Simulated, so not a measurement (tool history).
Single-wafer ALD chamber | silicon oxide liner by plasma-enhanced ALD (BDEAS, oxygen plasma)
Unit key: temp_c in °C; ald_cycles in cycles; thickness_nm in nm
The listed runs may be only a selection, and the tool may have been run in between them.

run	hour	temp_c	ald_cycles	thickness_nm
1	0.0	320	30	2.7656
2	8.7	322	29	2.6440
3	9.9	326	28	2.5370
4	14.3	326	32	2.9009
5	16.2	329	31	2.8104
6	18.5	330	30	2.7120
7	20.4	331	29	2.5941
8	27.7	333	28	2.5177
9	33.2	334	28	2.5047
10	39.3	335	28	2.5126
11	47.4	336	28	2.5095
12	52.0	337	28	2.4823

Run 13, settings as shown, results not yet in. Your forecast:
13	55.9	338	28	?

Run 13 measured thickness_nm 2.4827 nm.

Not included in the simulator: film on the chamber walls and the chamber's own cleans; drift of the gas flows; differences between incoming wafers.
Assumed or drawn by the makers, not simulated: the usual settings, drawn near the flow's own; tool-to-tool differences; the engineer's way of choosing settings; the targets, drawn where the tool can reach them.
